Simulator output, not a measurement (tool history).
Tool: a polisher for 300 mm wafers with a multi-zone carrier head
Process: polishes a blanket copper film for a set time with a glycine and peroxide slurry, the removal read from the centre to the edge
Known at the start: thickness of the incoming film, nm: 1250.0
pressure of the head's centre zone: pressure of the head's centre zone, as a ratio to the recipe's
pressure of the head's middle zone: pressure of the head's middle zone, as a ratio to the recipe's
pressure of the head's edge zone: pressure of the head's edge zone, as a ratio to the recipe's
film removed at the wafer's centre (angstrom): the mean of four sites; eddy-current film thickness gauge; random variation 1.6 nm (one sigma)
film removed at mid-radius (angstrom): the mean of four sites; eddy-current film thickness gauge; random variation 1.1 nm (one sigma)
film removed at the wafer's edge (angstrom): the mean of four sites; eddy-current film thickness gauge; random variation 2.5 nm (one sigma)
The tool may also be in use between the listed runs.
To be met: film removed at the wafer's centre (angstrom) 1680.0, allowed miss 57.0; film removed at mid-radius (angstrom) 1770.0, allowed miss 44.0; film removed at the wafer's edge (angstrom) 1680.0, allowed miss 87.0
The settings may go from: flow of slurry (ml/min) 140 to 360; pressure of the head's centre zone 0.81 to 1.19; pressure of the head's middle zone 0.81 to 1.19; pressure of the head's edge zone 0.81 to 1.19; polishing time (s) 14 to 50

run,hour,flow of slurry (ml/min),pressure of the head's centre zone,pressure of the head's middle zone,pressure of the head's edge zone,polishing time (s),film removed at the wafer's centre (angstrom),film removed at mid-radius (angstrom),film removed at the wafer's edge (angstrom)
1,0.0,230,1.00,1.00,1.00,32,2071.7,2045.0,2054.4
2,2.6,225,0.98,0.99,0.96,31,1930.9,1958.5,1905.7
3,9.3,215,0.96,0.97,0.93,31,1900.3,1917.1,1897.9
4,16.2,210,0.95,0.97,0.90,30,1824.1,1854.9,1834.2
5,16.8,210,0.95,0.97,0.82,30,1812.6,1837.0,1723.6
6,18.5,210,0.95,0.97,0.82,37,2217.0,2289.1,2108.7
7,26.5,215,0.94,0.97,0.82,35,2111.2,2166.0,2059.3
8,34.0,150,0.93,1.00,0.81,28,1540.3,1660.0,1557.6
9,39.8,165,0.93,1.00,0.83,28,1598.2,1687.6,1582.5
10,42.3,175,0.93,1.00,0.84,28,1602.4,1716.7,1582.9
11,49.5,175,0.93,1.00,0.84,28,1609.0,1711.9,1588.3
12,51.6,175,0.93,1.00,0.84,28,1608.3,1706.3,1604.1
13,54.5,185,0.93,1.00,0.85,28,1630.5,1727.3,1622.9

Which of these 5 next moves meets every target?
A,57.4,140,0.96,0.94,0.91,30,?,?,?
B,57.4,255,0.92,0.97,0.83,28,?,?,?
C,57.4,170,0.88,1.06,0.86,28,?,?,?
D,57.4,185,0.95,0.93,0.88,28,?,?,?
E,57.4,180,1.00,1.04,0.81,27,?,?,?

move,film removed at the wafer's centre (angstrom),film removed at mid-radius (angstrom),film removed at the wafer's edge (angstrom)
A,1666.4,1669.0,1700.9
B,1680.8,1776.4,1645.5
C,1497.8,1787.7,1593.5
D,1645.7,1639.5,1631.5
E,1663.0,1715.8,1508.7
A: further off than the last run
B: meets every target
C: brings the result that was furthest off to its target, and leaves another outside
D: further off than the last run
E: further off than the last run
The right move is B.

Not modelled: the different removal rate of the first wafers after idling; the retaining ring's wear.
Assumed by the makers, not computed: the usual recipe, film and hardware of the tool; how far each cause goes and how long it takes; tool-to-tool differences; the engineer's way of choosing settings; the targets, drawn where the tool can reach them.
